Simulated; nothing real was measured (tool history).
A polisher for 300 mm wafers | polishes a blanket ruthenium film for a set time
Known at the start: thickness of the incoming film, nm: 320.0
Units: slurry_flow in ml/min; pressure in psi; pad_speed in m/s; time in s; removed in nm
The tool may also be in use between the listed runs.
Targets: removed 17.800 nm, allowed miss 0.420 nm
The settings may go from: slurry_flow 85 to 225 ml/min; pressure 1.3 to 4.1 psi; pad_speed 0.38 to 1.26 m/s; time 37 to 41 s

| run | hour | slurry_flow | pressure | pad_speed | time | removed |
|---|---|---|---|---|---|---|
| 1 | 0.0 | 145 | 2.7 | 0.82 | 41 | 50.096 |
| 2 | 5.1 | 110 | 2.7 | 0.82 | 41 | 46.662 |
| 3 | 10.7 | 110 | 2.3 | 0.82 | 41 | 40.924 |
| 4 | 16.4 | 110 | 2.2 | 0.78 | 41 | 36.833 |
| 5 | 21.0 | 85 | 2.2 | 0.78 | 41 | 33.994 |
| 6 | 25.8 | 85 | 2.2 | 0.90 | 41 | 38.738 |
| 7 | 27.4 | 85 | 2.1 | 0.84 | 41 | 34.995 |
| 8 | 33.3 | 85 | 2.0 | 0.80 | 41 | 31.675 |
| 9 | 37.4 | 85 | 2.0 | 0.80 | 41 | 32.013 |
| 10 | 44.6 | 85 | 1.9 | 0.76 | 41 | 28.979 |
| 11 | 45.9 | 85 | 1.8 | 0.74 | 41 | 26.351 |
| 12 | 51.8 | 85 | 1.3 | 0.58 | 41 | 15.473 |
| 13 | 53.2 | 125 | 1.5 | 0.58 | 41 | 19.500 |
| 14 | 58.4 | 120 | 1.5 | 0.58 | 41 | 19.592 |
| 15 | 66.0 | 115 | 1.5 | 0.58 | 41 | 19.406 |
| 16 | 74.1 | 110 | 1.5 | 0.58 | 41 | 19.273 |
| 17 | 81.0 | 105 | 1.5 | 0.58 | 41 | 18.889 |
| 18 | 83.6 | 95 | 1.5 | 0.58 | 41 | 18.271 |

4 next moves are on the table. One of them brings every result within its allowed miss. Which?
| A | 86.2 | 100 | 1.7 | 0.56 | 38 | ? |
| B | 86.2 | 85 | 1.5 | 0.58 | 41 | ? |
| C | 86.2 | 90 | 1.7 | 0.48 | 41 | ? |
| D | 86.2 | 125 | 1.5 | 0.54 | 37 | ? |

| move | removed |
|---|---|
| A | 18.695 |
| B | 17.551 |
| C | 16.837 |
| D | 16.560 |
A: further off than the last run
B: meets every target
C: takes the result that was furthest off past its target
D: takes the result that was furthest off past its target
Answer: B
